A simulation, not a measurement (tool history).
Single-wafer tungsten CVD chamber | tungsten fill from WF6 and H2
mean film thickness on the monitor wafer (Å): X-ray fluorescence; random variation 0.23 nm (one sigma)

| run | hour | heater temperature setpoint (deg C) | chamber pressure (Pa) | deposition time (s) | mean film thickness on the monitor wafer (Å) |
|---|---|---|---|---|---|
| 1 | 0.0 | 380 | 5386 | 25.9 | 511.94 |
| 2 | 6.4 | 378 | 5373 | 25.9 | 491.70 |
| 3 | 13.2 | 378 | 6199 | 25.9 | 521.34 |
| 4 | 16.4 | 375 | 6186 | 25.9 | 490.38 |
| 5 | 17.5 | 382 | 6186 | 25.9 | 567.01 |
| 6 | 19.7 | 377 | 6186 | 25.9 | 510.92 |

Run 7 comes next. What will it give?
| 7 | 24.4 | 375 | 6173 | 25.9 | ? |

mean film thickness on the monitor wafer (Å): 484.60
